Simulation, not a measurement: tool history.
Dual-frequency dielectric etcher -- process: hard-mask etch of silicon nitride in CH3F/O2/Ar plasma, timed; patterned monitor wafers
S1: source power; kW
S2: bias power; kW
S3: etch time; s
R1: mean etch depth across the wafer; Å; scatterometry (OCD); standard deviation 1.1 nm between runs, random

run  hour    S1     S2     S3      R1
  1     0  0.51  0.057    322  2197.3
  2   7.9  0.45  0.057    322  2060.2
  3    14  0.45  0.057  335.5  2166.7
  4  20.4  0.45  0.054  335.5  2124.3
  5  28.8  0.37  0.054  335.5  1934.9
  6  35.6  0.39  0.054  335.5  2001.6
  7  36.3  0.41  0.054  335.5    2035
  8  42.4  0.43  0.054  335.5  2075.3
  9  50.8  0.45  0.054  335.5  2129.5
 10  51.8  0.46  0.054  335.5  2128.8
 11  58.9  0.47  0.054  335.5  2170.5
 12  64.5  0.48  0.054  335.5  2155.9
 13  70.1  0.49  0.054  335.5  2188.3
 14  71.7   0.5  0.054  335.5  2224.9

Estimate the outcome of run 15 from the log above:
 15  78.2  0.51  0.054  335.5   ?

Run 15 came out at R1 2246.2 Å.
